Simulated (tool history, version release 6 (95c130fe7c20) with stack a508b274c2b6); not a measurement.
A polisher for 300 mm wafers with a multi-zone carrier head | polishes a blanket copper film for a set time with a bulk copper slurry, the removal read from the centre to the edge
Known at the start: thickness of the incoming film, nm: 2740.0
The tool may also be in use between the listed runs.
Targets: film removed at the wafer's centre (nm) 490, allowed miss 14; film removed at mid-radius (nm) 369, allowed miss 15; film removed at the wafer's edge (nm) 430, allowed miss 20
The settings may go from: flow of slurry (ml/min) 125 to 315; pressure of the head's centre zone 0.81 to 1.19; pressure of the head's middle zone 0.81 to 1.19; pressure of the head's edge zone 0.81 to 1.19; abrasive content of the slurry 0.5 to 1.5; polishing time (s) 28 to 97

run    day  flow of slurry (ml/min)  pressure of the head's centre zone  pressure of the head's middle zone  pressure of the head's edge zone  abrasive content of the slurry  polishing time (s)  film removed at the wafer's centre (nm)  film removed at mid-radius (nm)  film removed at the wafer's edge (nm)
  1      0                      205                                   1                                   1                                 1                               1                  62                                   494.73                           511.17                                  510.7
  2  0.308                      200                                1.03                                0.95                              0.99                             0.9                  61                                   494.66                           471.22                                 484.98
  3  0.425                      180                                1.03                                0.95                              0.99                             0.9                  61                                   478.34                           456.96                                 487.03
  4  0.779                      175                                1.05                                0.92                              0.97                            0.85                  61                                   478.86                           432.25                                 460.19
  5  0.888                      170                                1.07                                0.89                              0.97                            0.85                  61                                   483.43                           418.17                                 451.56
  6    1.2                      170                                1.07                                0.89                              0.97                            0.65                  61                                   454.99                           390.62                                 429.81
  7  1.288                      175                                1.09                                0.87                              0.98                            0.65                  61                                   460.16                           385.31                                 427.96
  8  1.388                      175                                1.11                                0.86                              0.99                            0.65                  61                                   474.21                           384.59                                 439.81

4 next moves are on the table. One of them brings every result within its allowed miss. Which?
  A  1.488                      215                                 1.1                                0.92                              1.16                             0.5                  64                                        ?                                ?                                      ?
  B  1.488                      180                                1.05                                0.81                              1.11                             0.6                  65                                        ?                                ?                                      ?
  C  1.488                      190                                1.15                                0.82                              0.98                             0.7                  59                                        ?                                ?                                      ?
  D  1.488                      195                                1.06                                0.85                              1.07                             0.6                  62                                        ?                                ?                                      ?

move  film removed at the wafer's centre (nm)  film removed at mid-radius (nm)  film removed at the wafer's edge (nm)
   A                                   473.34                           408.24                                 469.19
   B                                    466.2                           381.37                                  480.5
   C                                   488.77                           367.86                                 430.44
   D                                   456.26                           383.72                                 454.18
A: further off than the last run
B: further off than the last run
C: meets every target
D: further off than the last run
Answer: C

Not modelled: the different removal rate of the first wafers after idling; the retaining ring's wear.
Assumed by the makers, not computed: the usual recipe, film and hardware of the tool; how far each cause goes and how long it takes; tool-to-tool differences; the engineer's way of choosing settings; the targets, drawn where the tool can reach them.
